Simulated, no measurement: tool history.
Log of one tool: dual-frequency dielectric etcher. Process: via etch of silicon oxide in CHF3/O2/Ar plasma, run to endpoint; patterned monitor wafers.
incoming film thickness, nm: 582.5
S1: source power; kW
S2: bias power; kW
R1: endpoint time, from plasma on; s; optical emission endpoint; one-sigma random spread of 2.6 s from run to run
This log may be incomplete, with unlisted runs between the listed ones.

Run 1, hour 0: S1 0.64 kW, S2 0.204 kW. Result: R1 284.64 s.
Run 2, hour 7.2: S1 0.73 kW, S2 0.204 kW. Result: R1 265.79 s.
Run 3, hour 13.7: S1 0.65 kW, S2 0.197 kW. Result: R1 287.55 s.
Run 4, hour 15.9: S1 0.6 kW, S2 0.193 kW. Result: R1 303.2 s.
Run 5, hour 18.5: S1 0.57 kW, S2 0.191 kW. Result: R1 308.39 s.
Run 6, hour 21.3: S1 0.57 kW, S2 0.218 kW. Result: R1 292.66 s.
Run 7, hour 30: S1 0.53 kW, S2 0.214 kW. Result: R1 309.15 s.

Run 8 is up next; what results do you expect?
Run 8, hour 30.6: S1 0.5 kW, S2 0.212 kW. Result: R1 ?.

R1: 315.77 s

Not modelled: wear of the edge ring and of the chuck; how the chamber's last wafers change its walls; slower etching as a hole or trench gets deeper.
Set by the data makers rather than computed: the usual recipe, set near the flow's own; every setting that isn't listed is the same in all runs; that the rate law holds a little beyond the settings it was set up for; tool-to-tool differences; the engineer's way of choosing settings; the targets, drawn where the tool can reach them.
